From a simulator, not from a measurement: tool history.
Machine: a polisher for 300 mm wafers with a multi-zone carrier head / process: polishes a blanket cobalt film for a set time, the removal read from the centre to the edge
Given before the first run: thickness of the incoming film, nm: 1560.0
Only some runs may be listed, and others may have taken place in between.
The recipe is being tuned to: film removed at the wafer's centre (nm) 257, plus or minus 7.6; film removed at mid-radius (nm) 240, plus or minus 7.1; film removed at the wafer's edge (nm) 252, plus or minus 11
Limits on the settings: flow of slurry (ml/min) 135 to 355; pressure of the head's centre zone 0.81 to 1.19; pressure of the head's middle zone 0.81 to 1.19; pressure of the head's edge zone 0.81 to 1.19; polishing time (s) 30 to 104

run,day,flow of slurry (ml/min),pressure of the head's centre zone,pressure of the head's middle zone,pressure of the head's edge zone,polishing time (s),film removed at the wafer's centre (nm),film removed at mid-radius (nm),film removed at the wafer's edge (nm)
1,0,225,1,1,1,67,319.36,308.36,311.81
2,0.262,225,1,1.05,1,67,318.98,315.58,309.15
3,0.55,225,1,1.05,1,53,251.46,252.71,246.67
4,0.821,225,1,1.05,1.06,53,251.37,255.7,248.35
5,1.1,220,1,1.03,1.06,53,252.06,250.15,249.69
6,1.129,220,1,1.03,1.06,42,198.31,198.32,202.35
7,1.171,270,1.09,1.06,1.16,51,262.92,249.18,251.65
8,1.425,265,1.09,1.05,1.16,51,260.56,249.95,260.74

Of the 5 settings listed for the next run, only one would bring every result within its allowed miss of target. Which one?
A,1.679,310,1,0.92,1.19,53,?,?,?
B,1.679,250,1.13,1.05,1.09,52,?,?,?
C,1.679,215,0.99,0.91,1.19,55,?,?,?
D,1.679,310,1.03,1.13,1.13,51,?,?,?
E,1.679,265,1.13,1.05,1.16,50,?,?,?

move,film removed at the wafer's centre (nm),film removed at mid-radius (nm),film removed at the wafer's edge (nm)
A,259.39,233.07,271.36
B,268.82,251.12,250.73
C,258.65,232.49,275.24
D,254.35,266.92,253.49
E,259.89,242.62,249.79
A: the furthest-off result lands on target, but another misses its tolerance
B: lands further from the targets than the last run did
C: pushes the last run's worst result past its target
D: lands further from the targets than the last run did
E: every result within its allowed miss
The right move is E.
